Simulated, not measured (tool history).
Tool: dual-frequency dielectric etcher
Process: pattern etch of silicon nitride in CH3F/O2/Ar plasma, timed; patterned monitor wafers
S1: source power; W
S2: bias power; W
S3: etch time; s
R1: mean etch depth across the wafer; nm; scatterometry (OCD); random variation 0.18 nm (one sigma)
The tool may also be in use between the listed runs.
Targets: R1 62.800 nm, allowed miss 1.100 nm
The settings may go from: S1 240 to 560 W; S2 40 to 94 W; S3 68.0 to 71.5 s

run  hour   S1  S2    S3      R1
  1   0.0  400  67  68.0  48.988
  2   0.7  430  71  68.0  51.973
  3   9.2  430  71  68.0  52.188
  4  11.1  430  61  68.0  47.872
  5  16.6  450  65  68.0  50.828
  6  22.8  470  68  68.0  53.078
  7  29.4  490  70  68.0  55.177
  8  37.2  500  72  68.0  56.229
  9  38.7  510  74  68.0  57.755
 10  43.1  520  75  68.0  58.658
 11  44.0  530  76  68.0  59.274
 12  49.2  540  77  68.0  60.413
 13  58.0  540  78  68.0  60.649
 14  66.0  540  79  68.0  61.456

Which of these 4 next moves meets every target?
  A  74.0  560  86  68.0   ?
  B  74.0  530  77  68.5   ?
  C  74.0  510  86  71.5   ?
  D  74.0  550  74  71.5   ?

move      R1
   A  64.968
   B  60.389
   C  65.542
   D  62.795
A: takes the result that was furthest off past its target
B: further off than the last run
C: takes the result that was furthest off past its target
D: meets every target
Move D is the one to make.

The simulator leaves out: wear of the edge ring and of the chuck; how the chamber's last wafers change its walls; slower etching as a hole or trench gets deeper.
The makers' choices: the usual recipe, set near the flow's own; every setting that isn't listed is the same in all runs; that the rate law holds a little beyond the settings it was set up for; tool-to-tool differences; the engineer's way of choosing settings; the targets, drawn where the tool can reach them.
